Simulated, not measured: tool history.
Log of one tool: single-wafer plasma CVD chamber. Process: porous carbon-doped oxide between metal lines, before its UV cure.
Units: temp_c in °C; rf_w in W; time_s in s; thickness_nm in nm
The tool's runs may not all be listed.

run	hour	temp_c	rf_w	time_s	thickness_nm
1	0.0	280	395	38.0	193.65
2	4.0	285	390	38.0	186.33
3	5.4	285	390	36.2	177.37
4	14.0	286	390	36.2	176.60
5	15.9	286	390	38.0	185.80
6	23.9	286	390	36.2	175.89
7	29.3	287	390	36.2	173.15

The next listed run, before its measurement:
8	35.1	288	390	36.2	?

{"run 8": {"thickness_nm": 173.77}}
